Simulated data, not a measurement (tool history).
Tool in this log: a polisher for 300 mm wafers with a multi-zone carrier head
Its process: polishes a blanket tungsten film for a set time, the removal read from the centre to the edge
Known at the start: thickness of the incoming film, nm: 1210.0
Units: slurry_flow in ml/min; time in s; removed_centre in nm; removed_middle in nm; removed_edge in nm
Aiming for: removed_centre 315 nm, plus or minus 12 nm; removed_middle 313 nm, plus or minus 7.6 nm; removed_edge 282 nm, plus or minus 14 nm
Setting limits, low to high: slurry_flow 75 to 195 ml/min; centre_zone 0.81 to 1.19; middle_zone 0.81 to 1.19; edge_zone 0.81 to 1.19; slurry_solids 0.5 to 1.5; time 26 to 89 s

| run | day | slurry_flow | centre_zone | middle_zone | edge_zone | slurry_solids | time | removed_centre | removed_middle | removed_edge |
|---|---|---|---|---|---|---|---|---|---|---|
| 1 | 0 | 125 | 1 | 1 | 1 | 1 | 57 | 252.95 | 259.24 | 261.91 |
| 2 | 0.062 | 125 | 1 | 1 | 0.91 | 1 | 57 | 248.09 | 260 | 243.74 |
| 3 | 0.4 | 140 | 1.02 | 1.02 | 0.93 | 1 | 57 | 262.41 | 265.59 | 252.8 |
| 4 | 0.671 | 140 | 1.02 | 1.02 | 0.93 | 1 | 51 | 233.35 | 239.82 | 230.96 |
| 5 | 0.9 | 150 | 1.04 | 1.05 | 0.94 | 1.1 | 51 | 250.55 | 253.35 | 238.19 |
| 6 | 1.162 | 180 | 1.04 | 1.05 | 0.94 | 1.1 | 51 | 259.6 | 262.78 | 240.08 |
| 7 | 1.496 | 180 | 1.06 | 1.07 | 0.96 | 1.15 | 51 | 263.73 | 270.97 | 249.67 |
| 8 | 1.596 | 180 | 1.08 | 1.08 | 0.96 | 1.2 | 51 | 273.54 | 277.27 | 246.44 |
| 9 | 1.621 | 180 | 1.1 | 1.09 | 0.99 | 1.25 | 51 | 286.79 | 281.87 | 257.05 |
| 10 | 1.75 | 190 | 1.13 | 1.18 | 1.07 | 1.35 | 51 | 295.6 | 309.49 | 266.03 |
| 11 | 2.088 | 190 | 1.14 | 1.17 | 1.08 | 1.4 | 51 | 295.19 | 308.52 | 270 |

Which one of the following 5 next-run settings gets every result inside its allowed miss? There is exactly one.
| A | 2.425 | 185 | 1.1 | 1.01 | 0.94 | 1.5 | 55 | ? | ? | ? |
| B | 2.425 | 160 | 0.98 | 1.13 | 0.9 | 1.5 | 57 | ? | ? | ? |
| C | 2.425 | 175 | 1.12 | 1.13 | 1.04 | 1.4 | 54 | ? | ? | ? |
| D | 2.425 | 170 | 1.06 | 1.04 | 1.19 | 1.5 | 54 | ? | ? | ? |
| E | 2.425 | 195 | 1.19 | 1.19 | 1.04 | 1.4 | 48 | ? | ? | ? |

| move | removed_centre | removed_middle | removed_edge |
|---|---|---|---|
| A | 314.35 | 299.18 | 279.21 |
| B | 282.54 | 333.39 | 278.25 |
| C | 306.31 | 315.05 | 280.75 |
| D | 292.91 | 297.03 | 305.03 |
| E | 295 | 297.63 | 252.43 |
A: puts the biggest miss on target and leaves a different result outside tolerance
B: misses by more than the last run did
C: all results land within tolerance of their targets
D: misses by more than the last run did
E: misses by more than the last run did
So the answer is move C, the one that meets all the targets.

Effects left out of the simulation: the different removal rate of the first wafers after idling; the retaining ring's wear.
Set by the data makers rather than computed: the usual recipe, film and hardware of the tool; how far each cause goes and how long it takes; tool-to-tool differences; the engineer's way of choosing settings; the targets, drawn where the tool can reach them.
